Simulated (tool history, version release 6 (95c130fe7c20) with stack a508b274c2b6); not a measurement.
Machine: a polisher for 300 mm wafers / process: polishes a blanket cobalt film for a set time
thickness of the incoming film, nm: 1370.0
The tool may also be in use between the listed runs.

run,hour,flow of slurry (ml/min),pressure of the wafer on the pad (kPa),speed of the pad under the wafer (m/s),polishing time (s),film removed (angstrom)
1,0.0,200,15.9,0.90,72,4447.7
2,1.6,200,15.9,0.90,72,4396.3
3,7.9,230,15.9,0.90,72,4500.3
4,12.4,230,13.8,0.90,72,3961.5
5,20.0,230,15.9,0.90,72,4401.9
6,22.8,230,17.2,0.90,72,4823.1
7,24.2,230,17.9,0.90,72,5032.8

Run 8, settings as shown, results not yet in. Your forecast:
8,26.1,230,18.6,0.90,72,?

Run 8 produced film removed (angstrom) 5206.7.

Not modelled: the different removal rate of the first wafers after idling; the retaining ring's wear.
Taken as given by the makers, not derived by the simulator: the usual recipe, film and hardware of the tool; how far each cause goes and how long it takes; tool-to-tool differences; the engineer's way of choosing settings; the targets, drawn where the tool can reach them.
